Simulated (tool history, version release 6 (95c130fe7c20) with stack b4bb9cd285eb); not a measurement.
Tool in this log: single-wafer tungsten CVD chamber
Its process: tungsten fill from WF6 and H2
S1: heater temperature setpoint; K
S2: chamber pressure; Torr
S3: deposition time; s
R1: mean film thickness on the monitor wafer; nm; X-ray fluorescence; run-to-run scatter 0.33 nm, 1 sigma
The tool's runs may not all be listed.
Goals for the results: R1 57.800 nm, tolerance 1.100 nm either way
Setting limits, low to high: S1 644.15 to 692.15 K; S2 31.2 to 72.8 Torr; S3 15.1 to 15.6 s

run  hour      S1    S2    S3      R1
  1   0.0  668.15  52.0  15.1  54.172
  2   8.9  668.15  45.3  15.1  50.995
  3  13.0  669.15  45.3  15.1  52.528
  4  18.5  676.15  45.3  15.1  59.470
  5  19.2  676.15  50.7  15.1  63.369
  6  23.0  686.15  50.7  15.1  75.636
  7  28.0  684.15  50.6  15.1  73.263
  8  36.7  683.15  50.5  15.1  71.396
  9  38.9  682.15  50.4  15.1  69.842
 10  40.7  681.15  50.4  15.1  69.218
 11  44.2  680.15  50.4  15.1  68.024
 12  45.7  679.15  50.4  15.1  66.785
 13  51.2  678.15  50.4  15.1  64.447
 14  59.9  677.15  50.4  15.1  63.703
     67.0  -- thermocouple changed; heater temperature recalibrated
 15  67.0  676.15  50.4  15.1  56.609

Next run, 4 choices. One meets every target within its allowed miss, the rest don't. Which?
  A  74.1  686.15  34.3  15.6   ?
  B  74.1  679.15  43.9  15.5   ?
  C  74.1  681.15  44.3  15.6   ?
  D  74.1  678.15  55.8  15.1   ?

move      R1
   A  60.025
   B  57.969
   C  60.938
   D  61.193
A: the result that was furthest off in the last run now lies on the other side of its target
B: all results land within tolerance of their targets
C: the result that was furthest off in the last run now lies on the other side of its target
D: the result that was furthest off in the last run now lies on the other side of its target
B is the move that brings every result within its allowed miss.

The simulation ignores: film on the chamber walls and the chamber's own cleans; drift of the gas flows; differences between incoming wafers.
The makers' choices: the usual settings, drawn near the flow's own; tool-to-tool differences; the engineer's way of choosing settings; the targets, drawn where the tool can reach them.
